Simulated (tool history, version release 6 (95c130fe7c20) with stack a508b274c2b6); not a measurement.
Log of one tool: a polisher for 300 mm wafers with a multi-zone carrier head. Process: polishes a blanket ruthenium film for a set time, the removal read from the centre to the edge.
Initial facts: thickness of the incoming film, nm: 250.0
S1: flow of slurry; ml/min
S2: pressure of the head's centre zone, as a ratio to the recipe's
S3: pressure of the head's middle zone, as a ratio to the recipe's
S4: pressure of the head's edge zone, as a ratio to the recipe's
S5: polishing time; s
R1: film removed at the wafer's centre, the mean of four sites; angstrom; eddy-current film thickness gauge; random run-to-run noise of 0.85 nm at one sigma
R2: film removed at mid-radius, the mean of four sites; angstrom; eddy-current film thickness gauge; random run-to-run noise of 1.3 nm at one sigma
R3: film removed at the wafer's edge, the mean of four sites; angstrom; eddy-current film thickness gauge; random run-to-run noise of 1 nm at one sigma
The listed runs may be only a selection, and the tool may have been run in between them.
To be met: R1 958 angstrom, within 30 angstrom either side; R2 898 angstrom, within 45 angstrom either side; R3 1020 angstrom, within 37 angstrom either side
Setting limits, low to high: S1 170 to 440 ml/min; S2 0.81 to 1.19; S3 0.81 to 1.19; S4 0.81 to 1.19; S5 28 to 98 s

run,hour,S1,S2,S3,S4,S5,R1,R2,R3
1,0,280,1,1,1,63,678.2,676.11,683.27
2,3.6,280,1.01,0.99,1.04,68,734.19,723.41,739.91
3,10.7,280,1,0.97,1.06,73,781.79,787.76,810.17
4,15.4,280,1,0.97,1.06,87,925.69,920.79,964.66
5,22.6,280,1,0.95,1.08,87,932.73,904.32,965.93
6,26,280,1,0.95,1.08,74,803.85,760.04,817.41
7,34.6,280,0.99,0.94,1.1,77,834.1,809.23,853.93
8,37.6,280,0.96,0.84,1.19,89,907.51,855.83,1047.8

Which one of the following 4 next-run settings gets every result inside its allowed miss? There is exactly one.
A,40.6,365,0.93,0.81,1.19,92,?,?,?
B,40.6,265,1,0.91,1.15,89,?,?,?
C,40.6,250,0.83,0.89,1.19,96,?,?,?
D,40.6,210,0.99,0.81,1.19,90,?,?,?

move,R1,R2,R3
A,957.13,862.55,1098.8
B,956.63,876.87,1021.8
C,865.19,925.55,1112.9
D,927.02,793.94,1026.5
A: puts the biggest miss on target and leaves a different result outside tolerance
B: in spec on every target
C: the biggest miss grows against the last run
D: the biggest miss grows against the last run
The right move is B.
